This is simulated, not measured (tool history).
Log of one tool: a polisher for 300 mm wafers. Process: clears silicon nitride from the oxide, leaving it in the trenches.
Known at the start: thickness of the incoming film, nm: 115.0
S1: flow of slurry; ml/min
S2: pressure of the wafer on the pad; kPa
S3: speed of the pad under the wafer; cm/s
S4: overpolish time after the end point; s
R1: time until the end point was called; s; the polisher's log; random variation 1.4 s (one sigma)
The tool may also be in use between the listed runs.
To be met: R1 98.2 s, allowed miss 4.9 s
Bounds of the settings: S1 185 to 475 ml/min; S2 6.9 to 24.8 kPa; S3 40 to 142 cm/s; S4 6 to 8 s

run  hour   S1    S2  S3  S4      R1
  1     0  305  15.9  90   8   169.6
  2   1.3  365  15.9  90   8  170.88
  3   7.4  365  15.9  78   8  186.49
  4   9.9  365  15.9  78   6   185.8
  5  18.8  390  15.9  78   6  184.65
  6  24.4  390  13.1  78   6  227.13
  7  33.3  390  13.1  78   6  226.49
  8  35.4  390  15.9  80   6   182.7
  9  36.4  390    20  84   6  139.13
 10  43.7  390  21.4  86   6   129.8
 11  46.7  390  22.1  88   6  123.83
 12  52.3  390  22.8  90   6  118.98
 13    58  390  23.4  92   6  112.22
 14  60.6  390  23.4  94   6  110.27

4 next moves are on the table. One of them brings every result within its allowed miss. Which?
  A  63.2  465  24.8   84   6   ?
  B  63.2  325  24.8  116   6   ?
  C  63.2  475  22.1  114   6   ?
  D  63.2  410  24.8  112   6   ?

move      R1
   A   111.7
   B  89.344
   C   98.89
   D   90.21
A: further off than the last run
B: takes the result that was furthest off past its target
C: meets every target
D: takes the result that was furthest off past its target
The right move is C.

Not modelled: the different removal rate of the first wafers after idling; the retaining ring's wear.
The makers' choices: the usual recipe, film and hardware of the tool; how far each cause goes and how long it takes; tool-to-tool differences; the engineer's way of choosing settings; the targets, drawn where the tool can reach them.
